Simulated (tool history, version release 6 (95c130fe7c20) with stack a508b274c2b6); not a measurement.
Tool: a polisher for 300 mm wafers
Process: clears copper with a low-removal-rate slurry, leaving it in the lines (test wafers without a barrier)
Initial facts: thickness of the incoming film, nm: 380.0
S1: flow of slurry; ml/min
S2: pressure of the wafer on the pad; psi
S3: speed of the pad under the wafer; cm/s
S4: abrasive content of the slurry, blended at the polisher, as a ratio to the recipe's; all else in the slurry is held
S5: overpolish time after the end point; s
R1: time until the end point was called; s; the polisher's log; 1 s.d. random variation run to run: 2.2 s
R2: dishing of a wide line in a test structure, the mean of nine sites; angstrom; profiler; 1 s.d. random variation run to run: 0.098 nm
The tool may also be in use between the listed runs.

run,hour,S1,S2,S3,S4,S5,R1,R2
1,0.0,235,2.8,94,1.00,10,151.05,173.090
2,2.7,185,2.8,94,1.00,10,154.68,159.360
3,3.5,180,2.7,94,1.00,9,159.92,144.270
4,8.9,175,2.6,92,1.00,8,172.33,127.770
5,14.8,170,2.7,90,0.95,7,173.81,106.560
# hour 19.6: head pressure recalibrated
6,19.6,145,2.7,90,0.95,7,189.20,97.794
7,22.4,145,2.9,86,0.90,6,186.76,85.296
8,27.8,145,3.1,82,0.85,6,186.83,86.102
9,35.9,145,3.3,78,0.80,6,187.61,83.990

Estimate the outcome of run 10 from the log above:
10,42.3,145,3.4,74,0.75,6,?,?

{"run 10": {"R1": 198.71, "R2": 80.347}}

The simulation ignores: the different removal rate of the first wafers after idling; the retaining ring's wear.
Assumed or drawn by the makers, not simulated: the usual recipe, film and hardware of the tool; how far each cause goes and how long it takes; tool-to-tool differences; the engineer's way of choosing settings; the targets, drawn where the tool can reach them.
